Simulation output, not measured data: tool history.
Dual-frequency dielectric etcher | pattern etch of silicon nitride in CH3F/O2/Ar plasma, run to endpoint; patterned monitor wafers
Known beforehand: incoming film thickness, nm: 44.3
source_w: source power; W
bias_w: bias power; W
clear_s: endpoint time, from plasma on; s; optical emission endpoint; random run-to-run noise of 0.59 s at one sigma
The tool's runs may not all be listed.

| run | day | source_w | bias_w | clear_s |
|---|---|---|---|---|
| 1 | 0.000 | 310 | 56 | 88.723 |
| 2 | 0.083 | 280 | 56 | 90.735 |
| 3 | 0.367 | 250 | 56 | 91.683 |
| 4 | 0.692 | 250 | 60 | 88.868 |
| 5 | 0.733 | 250 | 52 | 95.743 |
| 6 | 1.058 | 300 | 52 | 93.280 |
| 7 | 1.192 | 290 | 50 | 95.054 |
| 8 | 1.312 | 280 | 49 | 96.001 |

Predict the results of run 9:
| 9 | 1.379 | 270 | 48 | ? |

{"run 9": {"clear_s": 98.857}}
